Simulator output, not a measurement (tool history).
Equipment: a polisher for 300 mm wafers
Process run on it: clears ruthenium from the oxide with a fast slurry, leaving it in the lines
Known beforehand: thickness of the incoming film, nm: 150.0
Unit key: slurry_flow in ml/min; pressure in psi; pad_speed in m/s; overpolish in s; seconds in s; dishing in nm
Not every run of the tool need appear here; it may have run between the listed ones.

Run 1, hour 0.0: slurry_flow 240 ml/min, pressure 2.1 psi, pad_speed 0.86 m/s, slurry_solids 1.0, overpolish 22 s. Result: seconds 57.387 s, dishing 40.157 nm.
Run 2, hour 6.7: slurry_flow 240 ml/min, pressure 2.1 psi, pad_speed 0.86 m/s, slurry_solids 1.0, overpolish 15 s. Result: seconds 57.752 s, dishing 29.578 nm.
Run 3, hour 8.1: slurry_flow 240 ml/min, pressure 2.1 psi, pad_speed 0.86 m/s, slurry_solids 1.0, overpolish 16 s. Result: seconds 57.421 s, dishing 30.693 nm.
Run 4, hour 16.9: slurry_flow 240 ml/min, pressure 2.1 psi, pad_speed 0.86 m/s, slurry_solids 1.0, overpolish 17 s. Result: seconds 57.864 s, dishing 33.481 nm.
Run 5, hour 21.8: slurry_flow 240 ml/min, pressure 2.1 psi, pad_speed 0.86 m/s, slurry_solids 1.0, overpolish 18 s. Result: seconds 55.936 s, dishing 34.337 nm.
Run 6, hour 26.7: slurry_flow 240 ml/min, pressure 2.0 psi, pad_speed 0.86 m/s, slurry_solids 1.0, overpolish 19 s. Result: seconds 59.413 s, dishing 35.380 nm.
Run 7, hour 28.8: slurry_flow 240 ml/min, pressure 1.9 psi, pad_speed 0.86 m/s, slurry_solids 1.0, overpolish 20 s. Result: seconds 61.824 s, dishing 35.218 nm.

Estimate the outcome of run 8 from the log above:
Run 8, hour 30.6: slurry_flow 240 ml/min, pressure 1.9 psi, pad_speed 0.86 m/s, slurry_solids 1.0, overpolish 21 s. Result: seconds ?, dishing ?.

{"run 8": {"seconds": 60.862, "dishing": 36.437}}
